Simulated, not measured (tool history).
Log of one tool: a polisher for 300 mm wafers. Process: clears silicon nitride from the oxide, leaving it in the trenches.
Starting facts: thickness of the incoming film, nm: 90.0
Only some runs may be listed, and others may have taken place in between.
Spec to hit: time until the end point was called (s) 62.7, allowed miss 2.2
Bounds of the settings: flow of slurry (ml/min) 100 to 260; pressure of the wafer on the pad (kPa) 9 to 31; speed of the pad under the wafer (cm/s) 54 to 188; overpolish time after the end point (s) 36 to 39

run,hour,flow of slurry (ml/min),pressure of the wafer on the pad (kPa),speed of the pad under the wafer (cm/s),overpolish time after the end point (s),time until the end point was called (s)
1,0,165,20,120,36,84.434
2,1.9,170,21.4,120,36,79.001
3,2.6,135,21.4,120,36,83.387
4,7,150,22.1,120,36,79.545
5,14.2,110,22.1,120,36,82.973
6,22.4,120,22.8,120,36,81.271
7,28.7,135,23.4,120,36,75.902
8,29.5,150,24.1,120,36,72.735
9,36.7,160,24.8,120,36,70.574
10,39.7,165,25.5,120,36,67.686

Consider the 5 candidate settings below. Which is the only one whose results all fall within their allowed miss of target?
A,42.7,175,21.4,118,39,?
B,42.7,160,25.5,104,39,?
C,42.7,205,29,94,36,?
D,42.7,140,23.4,116,39,?
E,42.7,105,29.6,126,39,?

move,time until the end point was called (s)
A,78.536
B,76.311
C,71.792
D,76.453
E,61.54
A: further off than the last run
B: further off than the last run
C: further off than the last run
D: further off than the last run
E: meets every target
Move E is the one to make.
